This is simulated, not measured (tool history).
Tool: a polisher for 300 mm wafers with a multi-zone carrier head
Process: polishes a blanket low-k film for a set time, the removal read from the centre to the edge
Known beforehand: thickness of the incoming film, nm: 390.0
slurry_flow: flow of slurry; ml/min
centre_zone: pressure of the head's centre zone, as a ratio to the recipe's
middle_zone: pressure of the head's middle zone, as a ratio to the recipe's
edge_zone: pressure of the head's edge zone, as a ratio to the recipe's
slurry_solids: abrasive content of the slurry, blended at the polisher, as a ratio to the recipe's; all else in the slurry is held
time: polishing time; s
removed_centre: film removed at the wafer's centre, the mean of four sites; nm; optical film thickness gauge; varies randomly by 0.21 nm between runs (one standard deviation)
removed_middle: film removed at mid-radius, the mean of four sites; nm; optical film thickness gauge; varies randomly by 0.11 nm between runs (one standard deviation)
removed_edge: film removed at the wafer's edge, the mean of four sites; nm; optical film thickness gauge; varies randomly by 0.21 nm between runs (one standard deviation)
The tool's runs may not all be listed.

| run | hour | slurry_flow | centre_zone | middle_zone | edge_zone | slurry_solids | time | removed_centre | removed_middle | removed_edge |
|---|---|---|---|---|---|---|---|---|---|---|
| 1 | 0.0 | 250 | 1.00 | 1.00 | 1.00 | 1.0 | 41 | 19.233 | 19.556 | 18.976 |
| 2 | 1.7 | 250 | 1.04 | 1.00 | 1.00 | 1.0 | 41 | 19.756 | 19.447 | 19.719 |
| 3 | 2.7 | 250 | 1.04 | 1.00 | 0.95 | 1.0 | 41 | 19.770 | 19.536 | 19.007 |
| 4 | 3.7 | 250 | 1.04 | 1.00 | 0.95 | 1.1 | 41 | 21.058 | 20.551 | 20.168 |
| 5 | 10.4 | 250 | 1.04 | 0.96 | 0.95 | 1.1 | 41 | 20.786 | 20.042 | 19.680 |
|  | 14.2 | worn pad replaced by a new one |
| 6 | 14.2 | 250 | 1.04 | 0.96 | 0.95 | 1.1 | 34 | 19.045 | 17.890 | 18.303 |
| 7 | 23.1 | 245 | 1.05 | 0.95 | 0.94 | 1.1 | 34 | 19.215 | 17.677 | 17.726 |

Predict the results of run 8:
| 8 | 31.0 | 240 | 1.06 | 0.94 | 0.94 | 1.1 | 34 | ? | ? | ? |

Logged for run 8: removed_centre 18.964 nm, removed_middle 17.681 nm, removed_edge 17.777 nm.
